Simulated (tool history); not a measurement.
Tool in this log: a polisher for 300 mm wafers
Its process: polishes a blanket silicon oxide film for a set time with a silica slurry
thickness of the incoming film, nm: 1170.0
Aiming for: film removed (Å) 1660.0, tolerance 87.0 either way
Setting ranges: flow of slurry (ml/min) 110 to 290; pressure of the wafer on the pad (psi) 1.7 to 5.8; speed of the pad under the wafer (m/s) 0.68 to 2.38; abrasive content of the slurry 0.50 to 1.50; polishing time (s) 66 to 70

| run | hour | flow of slurry (ml/min) | pressure of the wafer on the pad (psi) | speed of the pad under the wafer (m/s) | abrasive content of the slurry | polishing time (s) | film removed (Å) |
|---|---|---|---|---|---|---|---|
| 1 | 0.0 | 185 | 3.7 | 1.52 | 1.00 | 66 | 2399.3 |
| 2 | 1.2 | 185 | 3.5 | 1.50 | 1.00 | 66 | 2225.1 |
| 3 | 7.4 | 185 | 3.3 | 1.50 | 1.00 | 66 | 2133.1 |
| 4 | 14.7 | 185 | 3.1 | 1.50 | 1.00 | 66 | 2011.0 |
| 5 | 17.6 | 185 | 3.0 | 1.50 | 1.00 | 66 | 1973.3 |
| 6 | 18.5 | 185 | 2.9 | 1.50 | 1.00 | 66 | 1912.0 |
| 7 | 21.3 | 185 | 2.8 | 1.50 | 1.00 | 66 | 1836.4 |
| 8 | 22.6 | 185 | 2.7 | 1.50 | 1.00 | 66 | 1791.1 |

5 candidate next runs follow, results not yet known. Just one meets every target within its allowed miss. Identify it.
| A | 23.9 | 210 | 2.1 | 1.36 | 1.05 | 66 | ? |
| B | 23.9 | 205 | 2.8 | 1.38 | 0.85 | 66 | ? |
| C | 23.9 | 160 | 2.0 | 1.64 | 0.85 | 67 | ? |
| D | 23.9 | 165 | 2.4 | 1.40 | 0.90 | 66 | ? |
| E | 23.9 | 135 | 2.3 | 1.42 | 1.10 | 67 | ? |

| move | film removed (Å) |
|---|---|
| A | 1411.9 |
| B | 1653.2 |
| C | 1424.7 |
| D | 1459.7 |
| E | 1495.2 |
A: pushes the last run's worst result past its target
B: in spec on every target
C: pushes the last run's worst result past its target
D: pushes the last run's worst result past its target
E: pushes the last run's worst result past its target
B is the move that brings every result within its allowed miss.

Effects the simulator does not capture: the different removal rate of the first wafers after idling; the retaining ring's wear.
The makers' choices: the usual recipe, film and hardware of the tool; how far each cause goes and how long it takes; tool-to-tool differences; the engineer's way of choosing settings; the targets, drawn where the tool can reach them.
